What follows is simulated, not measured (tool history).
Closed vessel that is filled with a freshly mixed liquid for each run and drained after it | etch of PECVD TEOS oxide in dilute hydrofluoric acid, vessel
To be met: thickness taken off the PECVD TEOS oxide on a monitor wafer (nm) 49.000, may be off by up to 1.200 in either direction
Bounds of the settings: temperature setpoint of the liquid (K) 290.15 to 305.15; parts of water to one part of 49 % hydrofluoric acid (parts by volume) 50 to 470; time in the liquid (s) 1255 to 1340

| run | hour | temperature setpoint of the liquid (K) | parts of water to one part of 49 % hydrofluoric acid (parts by volume) | time in the liquid (s) | thickness taken off the PECVD TEOS oxide on a monitor wafer (nm) |
|---|---|---|---|---|---|
| 1 | 0.0 | 297.15 | 260 | 1255 | 35.648 |
| 2 | 4.4 | 297.15 | 260 | 1340 | 37.743 |
| 3 | 10.1 | 295.65 | 260 | 1340 | 36.030 |
| 4 | 12.0 | 295.65 | 310 | 1340 | 28.727 |
| 5 | 14.6 | 292.65 | 310 | 1340 | 25.843 |
| 6 | 23.4 | 294.15 | 305 | 1340 | 27.827 |
| 7 | 32.0 | 295.15 | 300 | 1340 | 29.329 |
| 8 | 39.1 | 296.15 | 295 | 1340 | 31.047 |
| 9 | 47.1 | 297.15 | 290 | 1340 | 32.964 |
| 10 | 51.3 | 297.15 | 290 | 1340 | 33.365 |
| 11 | 52.9 | 298.15 | 285 | 1340 | 34.978 |
| 12 | 55.8 | 298.65 | 280 | 1340 | 36.228 |
| 13 | 59.4 | 299.15 | 275 | 1340 | 37.335 |
| 14 | 65.3 | 299.65 | 270 | 1340 | 39.338 |
| 15 | 72.1 | 300.15 | 270 | 1340 | 39.918 |
| 16 | 79.6 | 300.65 | 270 | 1340 | 41.053 |

Exactly one of the 4 candidate moves below puts every result within its allowed miss. Which one?
| A | 87.1 | 300.15 | 210 | 1270 | ? |
| B | 87.1 | 305.15 | 255 | 1340 | ? |
| C | 87.1 | 301.65 | 240 | 1340 | ? |
| D | 87.1 | 299.15 | 240 | 1340 | ? |

| move | thickness taken off the PECVD TEOS oxide on a monitor wafer (nm) |
|---|---|
| A | 52.445 |
| B | 51.233 |
| C | 49.306 |
| D | 45.212 |
A: pushes the last run's worst result past its target
B: pushes the last run's worst result past its target
C: hits every target within its allowed miss
D: gains on the last run, yet a result remains outside its allowed miss
C meets every target.

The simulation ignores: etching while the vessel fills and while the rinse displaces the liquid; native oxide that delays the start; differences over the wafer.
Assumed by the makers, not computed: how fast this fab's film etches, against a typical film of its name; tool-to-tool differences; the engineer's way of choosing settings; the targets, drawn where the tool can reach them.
